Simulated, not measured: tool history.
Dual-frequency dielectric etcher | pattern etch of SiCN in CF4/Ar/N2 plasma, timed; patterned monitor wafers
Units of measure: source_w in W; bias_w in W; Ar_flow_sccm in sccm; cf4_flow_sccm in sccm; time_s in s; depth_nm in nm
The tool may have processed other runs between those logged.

run,hour,source_w,bias_w,Ar_flow_sccm,cf4_flow_sccm,time_s,depth_nm
1,0.0,360,87,100,81,184.5,153.25
2,5.6,360,87,100,81,192.5,160.76
3,12.4,360,87,84,81,192.5,164.59
4,19.5,360,93,84,81,192.5,170.07
5,27.1,370,93,84,81,192.5,175.20
# hour 31.1: wet clean of the chamber
6,31.1,380,93,84,81,192.5,171.60
7,35.1,380,93,84,81,192.5,172.20
8,38.3,390,96,82,83,192.5,180.68
9,40.8,400,98,81,83,192.5,187.14
10,42.3,410,99,81,83,192.5,194.47

Run 11 is up next; what results do you expect?
11,44.3,410,99,81,83,192.5,?

depth_nm: 193.81 nm
